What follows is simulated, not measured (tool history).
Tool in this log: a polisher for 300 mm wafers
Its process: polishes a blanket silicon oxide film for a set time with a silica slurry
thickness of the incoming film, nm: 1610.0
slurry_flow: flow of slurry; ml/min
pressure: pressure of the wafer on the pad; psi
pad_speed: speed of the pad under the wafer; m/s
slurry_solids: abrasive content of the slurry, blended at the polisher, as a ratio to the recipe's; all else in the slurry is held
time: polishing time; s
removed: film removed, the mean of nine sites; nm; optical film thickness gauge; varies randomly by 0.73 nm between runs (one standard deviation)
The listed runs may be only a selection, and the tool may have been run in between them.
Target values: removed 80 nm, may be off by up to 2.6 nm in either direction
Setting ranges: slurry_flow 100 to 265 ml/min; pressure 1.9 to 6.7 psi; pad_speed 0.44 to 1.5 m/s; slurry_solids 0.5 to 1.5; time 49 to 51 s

Run 1, hour 0: slurry_flow 170 ml/min, pressure 4.3 psi, pad_speed 0.96 m/s, slurry_solids 1, time 49 s. Result: removed 153.16 nm.
Run 2, hour 2.2: slurry_flow 170 ml/min, pressure 4.3 psi, pad_speed 0.96 m/s, slurry_solids 1, time 49 s. Result: removed 157.47 nm.
Run 3, hour 3.4: slurry_flow 170 ml/min, pressure 4.3 psi, pad_speed 0.96 m/s, slurry_solids 1.2, time 49 s. Result: removed 166.92 nm.
Run 4, hour 10.4: slurry_flow 170 ml/min, pressure 4.3 psi, pad_speed 1.16 m/s, slurry_solids 1.2, time 49 s. Result: removed 189.78 nm.
Run 5, hour 16.6: slurry_flow 165 ml/min, pressure 3.9 psi, pad_speed 1.08 m/s, slurry_solids 1.2, time 49 s. Result: removed 164.39 nm.
Run 6, hour 19.4: slurry_flow 160 ml/min, pressure 3.5 psi, pad_speed 1.02 m/s, slurry_solids 1.2, time 49 s. Result: removed 141.42 nm.
Run 7, hour 23.8: slurry_flow 155 ml/min, pressure 3.2 psi, pad_speed 0.98 m/s, slurry_solids 1.2, time 49 s. Result: removed 125.5 nm.
Run 8, hour 32.6: slurry_flow 150 ml/min, pressure 3 psi, pad_speed 0.96 m/s, slurry_solids 1.2, time 49 s. Result: removed 115.3 nm.
Run 9, hour 33.8: slurry_flow 145 ml/min, pressure 2.8 psi, pad_speed 0.96 m/s, slurry_solids 1.2, time 49 s. Result: removed 106.77 nm.
Run 10, hour 37.5: slurry_flow 140 ml/min, pressure 2.6 psi, pad_speed 0.96 m/s, slurry_solids 1.2, time 49 s. Result: removed 100.03 nm.
Run 11, hour 44.1: slurry_flow 120 ml/min, pressure 1.9 psi, pad_speed 0.92 m/s, slurry_solids 1.2, time 49 s. Result: removed 68.3 nm.
Run 12, hour 47: slurry_flow 125 ml/min, pressure 1.9 psi, pad_speed 0.92 m/s, slurry_solids 1.2, time 49 s. Result: removed 69.698 nm.
Run 13, hour 55.5: slurry_flow 130 ml/min, pressure 1.9 psi, pad_speed 0.92 m/s, slurry_solids 1.2, time 49 s. Result: removed 70.774 nm.
Run 14, hour 63.3: slurry_flow 130 ml/min, pressure 1.9 psi, pad_speed 0.92 m/s, slurry_solids 1.2, time 49 s. Result: removed 70.532 nm.

5 candidate next runs follow, results not yet known. Just one meets every target within its allowed miss. Identify it.
Run A, hour 71.1: slurry_flow 150 ml/min, pressure 3.7 psi, pad_speed 0.48 m/s, slurry_solids 1.1, time 51 s. Result: removed ?.
Run B, hour 71.1: slurry_flow 180 ml/min, pressure 2.4 psi, pad_speed 0.82 m/s, slurry_solids 1.3, time 49 s. Result: removed ?.
Run C, hour 71.1: slurry_flow 115 ml/min, pressure 2.2 psi, pad_speed 0.88 m/s, slurry_solids 1.3, time 51 s. Result: removed ?.
Run D, hour 71.1: slurry_flow 125 ml/min, pressure 2.2 psi, pad_speed 0.98 m/s, slurry_solids 1.25, time 51 s. Result: removed ?.
Run E, hour 71.1: slurry_flow 125 ml/min, pressure 2.5 psi, pad_speed 0.82 m/s, slurry_solids 0.9, time 50 s. Result: removed ?.

move  removed
   A    84.92
   B   86.823
   C   79.852
   D   87.198
   E    75.04
A: carries the result that was furthest off beyond its target, to the other side
B: carries the result that was furthest off beyond its target, to the other side
C: in spec on every target
D: carries the result that was furthest off beyond its target, to the other side
E: closes in on the targets versus the last run, not all within tolerance yet
The right move is C.
